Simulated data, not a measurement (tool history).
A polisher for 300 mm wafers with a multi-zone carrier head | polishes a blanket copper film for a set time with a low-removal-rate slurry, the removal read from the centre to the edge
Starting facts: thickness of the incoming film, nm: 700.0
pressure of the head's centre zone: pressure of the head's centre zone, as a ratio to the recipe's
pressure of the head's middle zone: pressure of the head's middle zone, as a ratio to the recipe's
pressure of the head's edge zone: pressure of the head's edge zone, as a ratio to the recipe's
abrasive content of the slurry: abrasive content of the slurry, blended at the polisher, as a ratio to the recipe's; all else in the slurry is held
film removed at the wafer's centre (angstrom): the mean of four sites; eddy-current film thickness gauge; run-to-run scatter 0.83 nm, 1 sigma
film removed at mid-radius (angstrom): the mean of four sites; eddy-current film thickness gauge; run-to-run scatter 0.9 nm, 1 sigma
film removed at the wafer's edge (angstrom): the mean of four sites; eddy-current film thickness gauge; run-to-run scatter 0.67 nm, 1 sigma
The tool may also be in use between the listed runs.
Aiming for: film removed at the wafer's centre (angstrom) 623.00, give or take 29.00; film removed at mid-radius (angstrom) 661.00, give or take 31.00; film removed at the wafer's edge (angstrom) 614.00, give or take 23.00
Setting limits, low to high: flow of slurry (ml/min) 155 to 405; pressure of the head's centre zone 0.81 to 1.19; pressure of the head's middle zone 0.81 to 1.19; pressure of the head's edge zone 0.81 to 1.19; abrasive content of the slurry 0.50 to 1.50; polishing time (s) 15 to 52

| run | hour | flow of slurry (ml/min) | pressure of the head's centre zone | pressure of the head's middle zone | pressure of the head's edge zone | abrasive content of the slurry | polishing time (s) | film removed at the wafer's centre (angstrom) | film removed at mid-radius (angstrom) | film removed at the wafer's edge (angstrom) |
|---|---|---|---|---|---|---|---|---|---|---|
| 1 | 0.0 | 260 | 1.00 | 1.00 | 1.00 | 1.00 | 33 | 457.29 | 465.26 | 455.43 |
| 2 | 4.1 | 265 | 1.02 | 1.04 | 1.03 | 1.15 | 35 | 502.25 | 508.51 | 510.08 |
| 3 | 12.4 | 265 | 0.96 | 1.04 | 1.03 | 1.15 | 35 | 469.56 | 510.66 | 509.85 |
| 4 | 16.7 | 270 | 0.99 | 1.08 | 1.02 | 1.25 | 37 | 518.37 | 579.91 | 539.97 |
| 5 | 18.1 | 275 | 1.02 | 1.10 | 1.04 | 1.35 | 38 | 557.04 | 604.10 | 568.45 |
| 6 | 21.8 | 275 | 1.02 | 1.10 | 1.04 | 1.15 | 38 | 539.42 | 605.54 | 565.17 |
| 7 | 30.6 | 280 | 1.05 | 1.11 | 1.05 | 1.20 | 38 | 559.94 | 602.90 | 561.53 |
| 8 | 38.1 | 280 | 1.06 | 1.12 | 1.06 | 1.25 | 39 | 597.30 | 622.20 | 590.64 |
| 9 | 42.7 | 285 | 1.06 | 1.13 | 1.07 | 1.25 | 39 | 584.45 | 627.14 | 590.91 |
| 10 | 45.3 | 285 | 1.07 | 1.14 | 1.07 | 1.25 | 39 | 586.17 | 626.25 | 588.83 |
| 11 | 49.7 | 285 | 1.08 | 1.15 | 1.07 | 1.30 | 39 | 607.89 | 638.76 | 588.80 |

Below are 4 possible settings for the next run. Only one of them brings all results inside the allowed miss of their targets. Which is it?
| A | 54.1 | 230 | 1.19 | 1.10 | 1.05 | 1.35 | 39 | ? | ? | ? |
| B | 54.1 | 270 | 1.07 | 1.15 | 1.08 | 1.25 | 41 | ? | ? | ? |
| C | 54.1 | 260 | 1.19 | 1.13 | 1.04 | 1.50 | 37 | ? | ? | ? |
| D | 54.1 | 305 | 1.16 | 1.12 | 1.02 | 1.35 | 38 | ? | ? | ? |

| move | film removed at the wafer's centre (angstrom) | film removed at mid-radius (angstrom) | film removed at the wafer's edge (angstrom) |
|---|---|---|---|
| A | 628.80 | 600.22 | 577.97 |
| B | 607.08 | 659.52 | 616.01 |
| C | 620.49 | 604.93 | 564.01 |
| D | 622.13 | 614.62 | 569.48 |
A: its largest miss is bigger than the last run's
B: hits every target within its allowed miss
C: its largest miss is bigger than the last run's
D: its largest miss is bigger than the last run's
B meets every target.

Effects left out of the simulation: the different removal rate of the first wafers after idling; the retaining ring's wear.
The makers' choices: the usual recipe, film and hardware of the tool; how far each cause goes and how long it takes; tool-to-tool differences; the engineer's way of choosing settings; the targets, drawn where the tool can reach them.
